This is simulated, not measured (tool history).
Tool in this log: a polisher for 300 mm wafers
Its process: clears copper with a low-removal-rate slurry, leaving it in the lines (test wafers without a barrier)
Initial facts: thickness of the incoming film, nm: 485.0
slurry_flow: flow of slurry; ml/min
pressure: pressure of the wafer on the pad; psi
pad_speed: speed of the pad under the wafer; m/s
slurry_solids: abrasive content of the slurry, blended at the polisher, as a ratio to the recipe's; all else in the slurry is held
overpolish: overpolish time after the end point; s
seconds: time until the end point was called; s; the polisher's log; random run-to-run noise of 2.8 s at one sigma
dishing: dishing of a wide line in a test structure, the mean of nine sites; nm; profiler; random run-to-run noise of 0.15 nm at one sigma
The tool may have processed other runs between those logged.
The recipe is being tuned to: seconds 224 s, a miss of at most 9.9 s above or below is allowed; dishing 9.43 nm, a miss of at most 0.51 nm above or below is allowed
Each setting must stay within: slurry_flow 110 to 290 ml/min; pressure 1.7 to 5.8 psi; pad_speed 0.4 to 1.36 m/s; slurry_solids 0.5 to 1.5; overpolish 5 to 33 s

run,hour,slurry_flow,pressure,pad_speed,slurry_solids,overpolish,seconds,dishing
1,0,185,3.7,0.88,1,17,163.61,24.264
2,0.8,185,3.5,0.88,1,16,170.85,21.98
3,8.2,150,3.5,0.88,1,16,182.49,21.889
4,14,165,3.3,0.88,1,15,185.32,20.474
5,15.6,180,3.1,0.88,1,14,192.4,19.307
6,20.1,180,3.1,0.88,1,10,195.46,15.563
7,28.8,190,2.9,0.88,1,9,207.47,13.704
8,33.7,200,2.8,0.88,1,9,213.34,13.635
# hour 36: slurry nozzle cleaned
9,36,200,2.8,0.88,1,9,201.37,13.781
10,39.3,205,2.7,0.88,1,9,205.09,13.53
11,41.3,210,2.6,0.88,1,9,215.91,13.423
12,49.6,220,2.5,0.88,1,9,219.25,13.075
13,55.2,230,2.4,0.9,1,9,227.37,12.831
14,62,235,2.3,0.92,1.05,9,227.56,12.514
15,68.2,240,2.2,0.94,1.1,9,228.05,12.594
16,69.8,240,2.2,0.94,1.1,9,231.67,12.356
17,74.9,245,2.1,0.96,1.1,9,230.8,12.246
18,80.1,250,2.1,0.98,1.1,9,233.27,12.429
19,84.4,200,2,0.94,1.35,5,251.03,7.5581
20,91.3,210,2.2,0.94,1.3,5,220.08,8.2765

Below are 5 possible settings for the next run. Only one of them brings all results inside the allowed miss of their targets. Which is it?
A,98.2,155,1.7,1.2,1.35,5,?,?
B,98.2,220,2,1.02,1.3,5,?,?
C,98.2,185,2.3,0.92,1.35,6,?,?
D,98.2,200,2.3,0.92,1.3,7,?,?
E,98.2,215,2,1.1,1.35,7,?,?

move,seconds,dishing
A,237.23,7.7731
B,230.85,7.9863
C,225.94,9.5095
D,225.85,10.783
E,213.15,11.241
A: lands further from the targets than the last run did
B: lands further from the targets than the last run did
C: all results in spec
D: takes the biggest miss from the last run beyond its target
E: takes the biggest miss from the last run beyond its target
C meets every target.
